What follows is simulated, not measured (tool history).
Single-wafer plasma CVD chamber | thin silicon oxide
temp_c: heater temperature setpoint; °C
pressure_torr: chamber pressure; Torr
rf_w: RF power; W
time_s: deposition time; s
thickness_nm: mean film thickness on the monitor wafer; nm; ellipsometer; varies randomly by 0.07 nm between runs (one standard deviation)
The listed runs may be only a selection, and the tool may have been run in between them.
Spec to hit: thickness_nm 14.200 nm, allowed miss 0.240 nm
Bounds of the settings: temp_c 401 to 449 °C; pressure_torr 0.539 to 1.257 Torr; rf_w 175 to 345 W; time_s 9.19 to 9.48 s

run 1 day=0.000 | temp_c=425 pressure_torr=0.898 rf_w=260 time_s=9.19 | thickness_nm=17.506
run 2 day=0.021 | temp_c=425 pressure_torr=0.774 rf_w=260 time_s=9.19 | thickness_nm=14.949
run 3 day=0.238 | temp_c=425 pressure_torr=0.763 rf_w=260 time_s=9.19 | thickness_nm=14.736
run 4 day=0.288 | temp_c=425 pressure_torr=0.661 rf_w=260 time_s=9.19 | thickness_nm=12.304
run 5 day=0.404 | temp_c=425 pressure_torr=0.661 rf_w=225 time_s=9.19 | thickness_nm=11.693
run 6 day=0.696 | temp_c=425 pressure_torr=0.661 rf_w=255 time_s=9.19 | thickness_nm=12.159
run 7 day=0.962 | temp_c=425 pressure_torr=0.686 rf_w=255 time_s=9.19 | thickness_nm=12.616
run 8 day=1.038 | temp_c=425 pressure_torr=0.705 rf_w=255 time_s=9.19 | thickness_nm=13.227
run 9 day=1.288 | temp_c=425 pressure_torr=0.779 rf_w=255 time_s=9.19 | thickness_nm=15.028
run 10 day=1.479 | temp_c=425 pressure_torr=0.770 rf_w=255 time_s=9.19 | thickness_nm=14.849
run 11 day=1.850 | temp_c=425 pressure_torr=0.763 rf_w=255 time_s=9.19 | thickness_nm=14.641
run 12 day=1.962 | temp_c=425 pressure_torr=0.758 rf_w=255 time_s=9.19 | thickness_nm=14.591

Which one of the following 5 next-run settings gets every result inside its allowed miss? There is exactly one.
run A day=2.075 | temp_c=417 pressure_torr=0.712 rf_w=260 time_s=9.19 | thickness_nm=?
run B day=2.075 | temp_c=425 pressure_torr=0.754 rf_w=255 time_s=9.44 | thickness_nm=?
run C day=2.075 | temp_c=429 pressure_torr=0.715 rf_w=310 time_s=9.46 | thickness_nm=?
run D day=2.075 | temp_c=425 pressure_torr=0.730 rf_w=255 time_s=9.19 | thickness_nm=?
run E day=2.075 | temp_c=433 pressure_torr=0.744 rf_w=265 time_s=9.19 | thickness_nm=?

move=A thickness_nm=13.600
move=B thickness_nm=14.784
move=C thickness_nm=14.917
move=D thickness_nm=13.836
move=E thickness_nm=14.291
A: takes the biggest miss from the last run beyond its target
B: moves away from the targets compared with the last run
C: moves away from the targets compared with the last run
D: takes the biggest miss from the last run beyond its target
E: all results in spec
E meets every target.

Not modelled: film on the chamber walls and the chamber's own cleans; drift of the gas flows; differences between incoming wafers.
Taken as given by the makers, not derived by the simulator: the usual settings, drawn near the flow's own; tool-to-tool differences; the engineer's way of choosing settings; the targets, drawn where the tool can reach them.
